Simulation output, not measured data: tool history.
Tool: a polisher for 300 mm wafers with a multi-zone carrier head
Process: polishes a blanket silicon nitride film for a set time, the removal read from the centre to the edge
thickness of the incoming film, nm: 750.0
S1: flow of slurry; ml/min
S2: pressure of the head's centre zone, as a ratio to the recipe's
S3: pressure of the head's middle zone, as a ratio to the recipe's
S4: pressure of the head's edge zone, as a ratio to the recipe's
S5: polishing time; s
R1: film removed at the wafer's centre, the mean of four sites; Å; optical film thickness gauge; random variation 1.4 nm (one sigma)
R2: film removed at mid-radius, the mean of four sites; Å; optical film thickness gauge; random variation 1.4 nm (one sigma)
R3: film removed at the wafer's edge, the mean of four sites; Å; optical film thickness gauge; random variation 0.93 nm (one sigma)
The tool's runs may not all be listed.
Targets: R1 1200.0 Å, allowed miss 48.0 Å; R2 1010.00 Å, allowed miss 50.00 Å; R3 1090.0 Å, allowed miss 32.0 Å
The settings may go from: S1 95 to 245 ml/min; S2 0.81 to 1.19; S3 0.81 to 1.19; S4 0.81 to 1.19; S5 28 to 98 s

run,hour,S1,S2,S3,S4,S5,R1,R2,R3
1,0.0,155,1.00,1.00,1.00,63,1564.1,1516.30,1497.0
2,7.5,150,1.00,0.96,0.97,59,1424.0,1398.40,1389.5
3,11.3,120,1.00,0.96,0.97,59,1413.9,1375.00,1356.2
4,15.0,120,1.02,0.93,0.97,56,1328.4,1222.10,1329.5
5,21.0,120,1.04,0.93,0.94,54,1329.6,1182.30,1233.2
6,29.3,120,1.04,0.91,0.92,53,1289.0,1110.30,1183.0
7,37.9,120,1.03,0.90,0.90,53,1309.6,1123.20,1177.4
8,41.0,105,1.01,0.85,0.89,48,1148.6,962.24,1062.8

4 next moves are on the table. One of them brings every result within its allowed miss. Which?
A,44.1,140,1.02,0.81,0.92,44,?,?,?
B,44.1,130,1.13,0.81,0.90,44,?,?,?
C,44.1,120,1.06,0.89,0.82,48,?,?,?
D,44.1,140,1.06,0.89,0.96,46,?,?,?

move,R1,R2,R3
A,1074.1,888.72,1030.1
B,1176.8,878.97,1012.1
C,1188.5,1024.50,1049.2
D,1168.0,1003.60,1097.4
A: further off than the last run
B: brings the result that was furthest off to its target, and leaves another outside
C: brings the result that was furthest off to its target, and leaves another outside
D: meets every target
Move D is the one to make.
